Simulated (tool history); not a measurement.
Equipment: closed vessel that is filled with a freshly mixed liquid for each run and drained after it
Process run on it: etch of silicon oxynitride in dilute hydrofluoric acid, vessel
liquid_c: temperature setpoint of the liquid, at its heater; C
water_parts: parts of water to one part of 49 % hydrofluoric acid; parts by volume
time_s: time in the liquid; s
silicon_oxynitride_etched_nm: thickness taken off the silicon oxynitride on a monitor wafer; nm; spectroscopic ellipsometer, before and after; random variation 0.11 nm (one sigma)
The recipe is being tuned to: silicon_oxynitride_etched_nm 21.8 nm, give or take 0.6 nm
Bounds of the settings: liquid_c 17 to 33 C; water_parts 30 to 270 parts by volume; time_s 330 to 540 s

| run | hour | liquid_c | water_parts | time_s | silicon_oxynitride_etched_nm |
|---|---|---|---|---|---|
| 1 | 0 | 25 | 150 | 540 | 6.5388 |
| 2 | 5.7 | 28.5 | 150 | 540 | 7.6414 |
| 3 | 10.5 | 29.5 | 120 | 540 | 10.271 |
| 4 | 18.9 | 27.5 | 120 | 540 | 9.4036 |
| 5 | 23.7 | 25 | 120 | 540 | 8.4535 |
| 6 | 30.7 | 27 | 100 | 540 | 11.256 |
| 7 | 31.6 | 31 | 50 | 540 | 28.379 |
| 8 | 38 | 30 | 50 | 540 | 27.107 |
| 9 | 41.6 | 29 | 50 | 540 | 25.941 |

Below are 5 possible settings for the next run. Only one of them brings all results inside the allowed miss of their targets. Which is it?
| A | 45.2 | 29.5 | 55 | 520 | ? |
| B | 45.2 | 29.5 | 40 | 520 | ? |
| C | 45.2 | 29 | 45 | 530 | ? |
| D | 45.2 | 32 | 50 | 525 | ? |
| E | 45.2 | 24.5 | 30 | 330 | ? |

| move | silicon_oxynitride_etched_nm |
|---|---|
| A | 23.028 |
| B | 32.141 |
| C | 28.303 |
| D | 28.859 |
| E | 21.546 |
A: nearer than the last run, and not there yet
B: misses by more than the last run did
C: misses by more than the last run did
D: misses by more than the last run did
E: in spec on every target
So the answer is move E, the one that meets all the targets.
